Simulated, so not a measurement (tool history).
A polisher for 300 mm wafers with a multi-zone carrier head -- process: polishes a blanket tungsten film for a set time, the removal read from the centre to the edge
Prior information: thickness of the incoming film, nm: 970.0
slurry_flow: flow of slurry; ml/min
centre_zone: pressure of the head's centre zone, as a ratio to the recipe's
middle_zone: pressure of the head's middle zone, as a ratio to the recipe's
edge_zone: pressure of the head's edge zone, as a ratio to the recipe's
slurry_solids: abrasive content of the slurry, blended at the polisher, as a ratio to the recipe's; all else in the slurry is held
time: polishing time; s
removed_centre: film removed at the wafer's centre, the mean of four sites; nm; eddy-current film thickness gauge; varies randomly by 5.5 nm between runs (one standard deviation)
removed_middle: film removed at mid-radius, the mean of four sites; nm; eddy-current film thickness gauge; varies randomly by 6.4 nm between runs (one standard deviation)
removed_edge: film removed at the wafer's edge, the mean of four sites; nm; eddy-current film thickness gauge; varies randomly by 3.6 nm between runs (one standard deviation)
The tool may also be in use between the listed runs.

run 1 hour=0 | slurry_flow=190 centre_zone=1 middle_zone=1 edge_zone=1 slurry_solids=1 time=65 | removed_centre=309.66 removed_middle=316.72 removed_edge=315.95
run 2 hour=1.3 | slurry_flow=190 centre_zone=1.06 middle_zone=1 edge_zone=1 slurry_solids=1 time=65 | removed_centre=338.9 removed_middle=315.48 removed_edge=320.38
run 3 hour=8.5 | slurry_flow=190 centre_zone=1.06 middle_zone=1 edge_zone=1 slurry_solids=1.15 time=65 | removed_centre=345.68 removed_middle=324.81 removed_edge=327.92
run 4 hour=16.9 | slurry_flow=190 centre_zone=1.06 middle_zone=0.96 edge_zone=1 slurry_solids=1.15 time=65 | removed_centre=343.78 removed_middle=312.88 removed_edge=327.47
run 5 hour=24.9 | slurry_flow=195 centre_zone=1.04 middle_zone=0.98 edge_zone=1.03 slurry_solids=1.25 time=68 | removed_centre=362.36 removed_middle=341.13 removed_edge=358.68
run 6 hour=30 | slurry_flow=195 centre_zone=1.04 middle_zone=0.98 edge_zone=1.1 slurry_solids=1.25 time=68 | removed_centre=366.3 removed_middle=343.19 removed_edge=372.1
run 7 hour=33.8 | slurry_flow=200 centre_zone=1.02 middle_zone=1.01 edge_zone=1.12 slurry_solids=1.3 time=70 | removed_centre=384.31 removed_middle=373.88 removed_edge=386.64
run 8 hour=42.6 | slurry_flow=200 centre_zone=0.99 middle_zone=1.01 edge_zone=1.13 slurry_solids=1.35 time=72 | removed_centre=386.75 removed_middle=388.18 removed_edge=409.48

Run 9 is up next; what results do you expect?
run 9 hour=47.2 | slurry_flow=205 centre_zone=0.97 middle_zone=1.02 edge_zone=1.14 slurry_solids=1.4 time=73 | removed_centre=? removed_middle=? removed_edge=?

Run 9 produced removed_centre 389.69 nm, removed_middle 392.57 nm, removed_edge 418.39 nm.
